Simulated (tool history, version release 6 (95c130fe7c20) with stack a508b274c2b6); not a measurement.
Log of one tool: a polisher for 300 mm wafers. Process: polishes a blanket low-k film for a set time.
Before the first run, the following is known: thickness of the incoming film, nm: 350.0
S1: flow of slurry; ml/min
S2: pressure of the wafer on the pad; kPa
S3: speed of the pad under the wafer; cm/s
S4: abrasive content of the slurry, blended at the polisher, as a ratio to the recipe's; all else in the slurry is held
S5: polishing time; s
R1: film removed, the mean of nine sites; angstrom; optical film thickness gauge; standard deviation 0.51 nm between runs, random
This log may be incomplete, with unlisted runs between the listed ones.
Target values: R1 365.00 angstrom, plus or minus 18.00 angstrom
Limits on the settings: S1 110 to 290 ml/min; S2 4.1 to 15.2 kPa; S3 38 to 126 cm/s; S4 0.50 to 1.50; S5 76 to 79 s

run	hour	S1	S2	S3	S4	S5	R1
1	0.0	185	9.7	82	1.00	76	222.65
2	3.0	165	9.7	82	1.00	76	219.22
3	4.3	185	9.7	82	1.00	76	226.52
4	4.9	190	10.3	82	1.00	76	238.17
5	11.4	190	11.0	82	1.00	76	259.43
6	15.8	190	11.7	82	1.00	76	273.76
7	16.8	190	12.4	82	1.00	76	288.91
8	20.4	190	13.1	82	1.00	76	302.04
9	21.4	195	13.8	82	1.00	76	322.22
10	25.4	200	14.5	82	1.00	76	340.07

Exercise: of the 4 proposed moves below, exactly one satisfies all targets within the stated allowed misses. Which move is it?
A	29.4	220	14.5	92	0.90	79	?
B	29.4	120	15.2	76	0.95	79	?
C	29.4	190	13.8	74	1.00	77	?
D	29.4	230	14.5	80	0.95	76	?

move	R1
A	360.36
B	308.21
C	295.93
D	322.88
A: every result lands within tolerance
B: the biggest miss grows against the last run
C: the biggest miss grows against the last run
D: the biggest miss grows against the last run
Answer: A
